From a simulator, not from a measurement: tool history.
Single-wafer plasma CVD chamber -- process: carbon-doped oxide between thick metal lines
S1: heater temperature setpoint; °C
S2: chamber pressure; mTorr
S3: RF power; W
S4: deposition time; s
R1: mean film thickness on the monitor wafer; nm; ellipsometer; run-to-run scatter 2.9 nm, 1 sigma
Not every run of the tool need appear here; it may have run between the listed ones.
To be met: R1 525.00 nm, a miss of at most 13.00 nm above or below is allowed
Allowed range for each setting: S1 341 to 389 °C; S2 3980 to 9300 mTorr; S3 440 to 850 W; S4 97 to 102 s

run,day,S1,S2,S3,S4,R1
1,0.000,365,6640,645,102,579.69
2,0.200,365,5590,645,102,572.42
3,0.408,366,5530,625,102,554.43
4,0.771,367,5390,615,102,546.80
5,1.092,367,5390,615,102,546.87
6,1.333,357,5390,615,102,563.19
7,1.550,358,5230,605,102,547.32
8,1.625,358,5130,595,102,535.11

5 next moves are on the table. One of them brings every result within its allowed miss. Which?
A,1.700,372,4650,675,101,?
B,1.700,363,4020,640,100,?
C,1.700,361,5900,600,102,?
D,1.700,350,4490,625,102,?
E,1.700,358,5680,635,99,?

move,R1
A,551.12
B,525.42
C,550.58
D,552.83
E,553.52
A: the biggest miss grows against the last run
B: every result lands within tolerance
C: the biggest miss grows against the last run
D: the biggest miss grows against the last run
E: the biggest miss grows against the last run
B is the move that brings every result within its allowed miss.
